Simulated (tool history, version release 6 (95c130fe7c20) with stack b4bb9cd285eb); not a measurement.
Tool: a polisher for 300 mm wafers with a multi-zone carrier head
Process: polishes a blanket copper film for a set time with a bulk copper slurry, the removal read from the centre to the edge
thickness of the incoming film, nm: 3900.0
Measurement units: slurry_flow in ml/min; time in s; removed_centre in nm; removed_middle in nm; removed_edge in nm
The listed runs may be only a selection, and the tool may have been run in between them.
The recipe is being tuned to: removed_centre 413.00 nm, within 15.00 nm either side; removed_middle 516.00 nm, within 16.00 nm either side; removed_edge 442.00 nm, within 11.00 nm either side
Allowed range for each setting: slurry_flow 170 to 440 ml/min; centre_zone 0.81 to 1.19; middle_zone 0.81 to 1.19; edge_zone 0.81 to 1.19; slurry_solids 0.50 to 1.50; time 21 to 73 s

Run 1, hour 0.0: slurry_flow 280 ml/min, centre_zone 1.00, middle_zone 1.00, edge_zone 1.00, slurry_solids 1.00, time 47 s. Result: removed_centre 345.04 nm, removed_middle 329.66 nm, removed_edge 339.87 nm.
Run 2, hour 3.8: slurry_flow 280 ml/min, centre_zone 1.08, middle_zone 1.00, edge_zone 1.00, slurry_solids 1.00, time 47 s. Result: removed_centre 357.74 nm, removed_middle 329.71 nm, removed_edge 344.86 nm.
Run 3, hour 5.1: slurry_flow 295 ml/min, centre_zone 1.02, middle_zone 1.05, edge_zone 1.01, slurry_solids 1.15, time 49 s. Result: removed_centre 377.73 nm, removed_middle 376.89 nm, removed_edge 373.75 nm.
Run 4, hour 13.6: slurry_flow 295 ml/min, centre_zone 0.95, middle_zone 1.05, edge_zone 1.01, slurry_solids 1.15, time 49 s. Result: removed_centre 353.49 nm, removed_middle 377.79 nm, removed_edge 377.94 nm.
At hour 20.0: worn pad replaced by a new one.
Run 5, hour 20.0: slurry_flow 295 ml/min, centre_zone 0.95, middle_zone 1.11, edge_zone 1.01, slurry_solids 1.15, time 49 s. Result: removed_centre 374.63 nm, removed_middle 422.77 nm, removed_edge 397.99 nm.
Run 6, hour 26.4: slurry_flow 305 ml/min, centre_zone 0.94, middle_zone 1.13, edge_zone 1.00, slurry_solids 1.20, time 49 s. Result: removed_centre 379.84 nm, removed_middle 429.62 nm, removed_edge 399.60 nm.
Run 7, hour 31.0: slurry_flow 305 ml/min, centre_zone 0.94, middle_zone 1.13, edge_zone 1.00, slurry_solids 1.20, time 49 s. Result: removed_centre 380.72 nm, removed_middle 430.16 nm, removed_edge 397.70 nm.
Run 8, hour 36.3: slurry_flow 305 ml/min, centre_zone 0.94, middle_zone 1.13, edge_zone 1.00, slurry_solids 1.20, time 49 s. Result: removed_centre 379.51 nm, removed_middle 433.16 nm, removed_edge 398.32 nm.
Run 9, hour 36.9: slurry_flow 310 ml/min, centre_zone 0.93, middle_zone 1.15, edge_zone 0.99, slurry_solids 1.25, time 49 s. Result: removed_centre 381.34 nm, removed_middle 433.09 nm, removed_edge 398.00 nm.
Run 10, hour 39.0: slurry_flow 310 ml/min, centre_zone 0.93, middle_zone 1.15, edge_zone 0.99, slurry_solids 1.25, time 49 s. Result: removed_centre 380.17 nm, removed_middle 443.76 nm, removed_edge 406.14 nm.
Run 11, hour 47.9: slurry_flow 315 ml/min, centre_zone 0.92, middle_zone 1.16, edge_zone 0.97, slurry_solids 1.25, time 50 s. Result: removed_centre 385.64 nm, removed_middle 445.91 nm, removed_edge 405.71 nm.
Run 12, hour 49.6: slurry_flow 300 ml/min, centre_zone 0.93, middle_zone 1.17, edge_zone 1.00, slurry_solids 1.20, time 51 s. Result: removed_centre 391.21 nm, removed_middle 459.99 nm, removed_edge 416.15 nm.
Run 13, hour 57.0: slurry_flow 330 ml/min, centre_zone 0.91, middle_zone 1.18, edge_zone 0.98, slurry_solids 1.25, time 51 s. Result: removed_centre 389.89 nm, removed_middle 470.01 nm, removed_edge 420.37 nm.
Run 14, hour 65.5: slurry_flow 330 ml/min, centre_zone 0.91, middle_zone 1.18, edge_zone 0.98, slurry_solids 1.25, time 51 s. Result: removed_centre 391.49 nm, removed_middle 476.51 nm, removed_edge 420.99 nm.
Run 15, hour 72.8: slurry_flow 350 ml/min, centre_zone 0.92, middle_zone 1.18, edge_zone 0.99, slurry_solids 1.25, time 51 s. Result: removed_centre 398.13 nm, removed_middle 471.93 nm, removed_edge 416.27 nm.

Which of these 4 next moves meets every target?
Run A, hour 80.1: slurry_flow 330 ml/min, centre_zone 1.01, middle_zone 1.11, edge_zone 0.95, slurry_solids 1.20, time 55 s. Result: removed_centre ?, removed_middle ?, removed_edge ?.
Run B, hour 80.1: slurry_flow 325 ml/min, centre_zone 0.92, middle_zone 1.04, edge_zone 0.99, slurry_solids 1.30, time 57 s. Result: removed_centre ?, removed_middle ?, removed_edge ?.
Run C, hour 80.1: slurry_flow 415 ml/min, centre_zone 0.87, middle_zone 1.17, edge_zone 0.92, slurry_solids 1.15, time 56 s. Result: removed_centre ?, removed_middle ?, removed_edge ?.
Run D, hour 80.1: slurry_flow 315 ml/min, centre_zone 0.88, middle_zone 1.18, edge_zone 1.01, slurry_solids 1.30, time 55 s. Result: removed_centre ?, removed_middle ?, removed_edge ?.

move  removed_centre  removed_middle  removed_edge
   A          460.80          480.25        438.63
   B          452.27          480.90        473.98
   C          420.00          514.98        440.41
   D          420.49          515.73        459.95
A: lands further from the targets than the last run did
B: lands further from the targets than the last run did
C: every result lands within tolerance
D: gets the furthest-off result to its target, but another result is out of tolerance
Move C is the one to make.

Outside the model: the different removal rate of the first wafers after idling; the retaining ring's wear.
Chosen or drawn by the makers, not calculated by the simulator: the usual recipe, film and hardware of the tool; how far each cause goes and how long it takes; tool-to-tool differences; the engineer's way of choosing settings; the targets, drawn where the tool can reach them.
